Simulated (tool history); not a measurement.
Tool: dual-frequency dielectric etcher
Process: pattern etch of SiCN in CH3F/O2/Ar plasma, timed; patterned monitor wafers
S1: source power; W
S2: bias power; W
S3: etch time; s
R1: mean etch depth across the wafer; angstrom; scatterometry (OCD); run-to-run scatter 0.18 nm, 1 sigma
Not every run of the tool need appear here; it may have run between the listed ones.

| run | hour | S1 | S2 | S3 | R1 |
|---|---|---|---|---|---|
| 1 | 0 | 300 | 85 | 98 | 344.9 |
| 2 | 5.6 | 300 | 85 | 102 | 353.25 |
| 3 | 9.9 | 300 | 99 | 102 | 389.98 |
| 4 | 12.6 | 300 | 90 | 102 | 366.61 |
| 5 | 17.6 | 290 | 88 | 102 | 356.48 |
| 6 | 19.2 | 280 | 87 | 102 | 350.51 |
| 7 | 26 | 270 | 86 | 102 | 345.97 |

What will run 8 give?
| 8 | 30 | 260 | 85 | 102 | ? |

{"run 8": {"R1": 336.62}}

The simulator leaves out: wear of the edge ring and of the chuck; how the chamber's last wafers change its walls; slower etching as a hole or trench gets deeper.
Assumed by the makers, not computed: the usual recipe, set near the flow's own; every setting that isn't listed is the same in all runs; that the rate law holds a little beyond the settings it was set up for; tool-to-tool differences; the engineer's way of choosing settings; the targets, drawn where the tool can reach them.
